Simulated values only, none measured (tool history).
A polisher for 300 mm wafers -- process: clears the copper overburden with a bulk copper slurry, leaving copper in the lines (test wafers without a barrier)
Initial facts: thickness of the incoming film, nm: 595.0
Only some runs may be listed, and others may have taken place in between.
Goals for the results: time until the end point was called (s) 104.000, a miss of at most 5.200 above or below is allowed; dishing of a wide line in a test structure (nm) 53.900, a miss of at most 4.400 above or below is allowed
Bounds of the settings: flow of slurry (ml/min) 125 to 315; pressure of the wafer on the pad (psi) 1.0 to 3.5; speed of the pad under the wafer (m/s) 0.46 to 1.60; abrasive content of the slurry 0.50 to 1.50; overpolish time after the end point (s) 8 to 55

| run | day | flow of slurry (ml/min) | pressure of the wafer on the pad (psi) | speed of the pad under the wafer (m/s) | abrasive content of the slurry | overpolish time after the end point (s) | time until the end point was called (s) | dishing of a wide line in a test structure (nm) |
|---|---|---|---|---|---|---|---|---|
| 1 | 0.000 | 205 | 2.2 | 1.02 | 1.00 | 28 | 95.290 | 81.048 |
| 2 | 0.338 | 205 | 2.2 | 0.76 | 1.00 | 28 | 120.910 | 71.423 |
| 3 | 0.533 | 205 | 2.4 | 0.76 | 1.00 | 28 | 116.790 | 73.542 |
| 4 | 0.900 | 205 | 2.4 | 0.66 | 1.00 | 28 | 126.730 | 71.926 |
| 5 | 0.958 | 205 | 2.4 | 0.46 | 1.00 | 28 | 170.990 | 55.701 |
| 6 | 1.133 | 205 | 3.0 | 0.46 | 1.00 | 28 | 146.840 | 62.029 |
| 7 | 1.342 | 205 | 3.1 | 0.50 | 1.00 | 25 | 133.450 | 67.339 |
| 8 | 1.417 | 220 | 2.9 | 0.54 | 1.10 | 22 | 128.710 | 62.281 |
| 9 | 1.571 | 225 | 2.9 | 0.54 | 1.15 | 19 | 125.470 | 55.206 |

Exactly one of the 4 candidate moves below puts every result within its allowed miss. Which one?
| A | 1.725 | 200 | 2.4 | 0.60 | 1.15 | 23 | ? | ? |
| B | 1.725 | 265 | 3.1 | 0.70 | 1.20 | 19 | ? | ? |
| C | 1.725 | 260 | 2.7 | 0.80 | 1.30 | 19 | ? | ? |
| D | 1.725 | 240 | 2.5 | 0.78 | 1.10 | 16 | ? | ? |

| move | time until the end point was called (s) | dishing of a wide line in a test structure (nm) |
|---|---|---|
| A | 137.570 | 59.026 |
| B | 94.775 | 69.027 |
| C | 93.124 | 68.781 |
| D | 105.720 | 55.072 |
A: its largest miss is bigger than the last run's
B: takes the biggest miss from the last run beyond its target
C: takes the biggest miss from the last run beyond its target
D: all results land within tolerance of their targets
Go with D: it meets all targets.
